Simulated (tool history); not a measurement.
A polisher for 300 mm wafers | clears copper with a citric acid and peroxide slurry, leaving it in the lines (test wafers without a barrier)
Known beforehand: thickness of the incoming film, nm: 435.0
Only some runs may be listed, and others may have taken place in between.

run	hour	flow of slurry (ml/min)	pressure of the wafer on the pad (kPa)	speed of the pad under the wafer (cm/s)	abrasive content of the slurry	overpolish time after the end point (s)	time until the end point was called (s)	dishing of a wide line in a test structure (angstrom)
1	0.0	205	24.1	122	1.0	19	146.01	397.13
2	2.9	205	24.1	122	0.8	19	153.10	388.74
3	6.2	205	23.4	122	0.8	18	161.03	331.54
4	7.2	200	22.8	122	0.8	17	168.81	317.28
5	7.8	200	22.8	122	0.8	16	164.36	300.78
6	11.5	200	22.8	122	0.8	19	165.87	346.38

Predict the results of run 7:
7	16.0	200	22.8	122	0.8	19	?	?

{"run 7": {"time until the end point was called (s)": 165.25, "dishing of a wide line in a test structure (angstrom)": 356.87}}
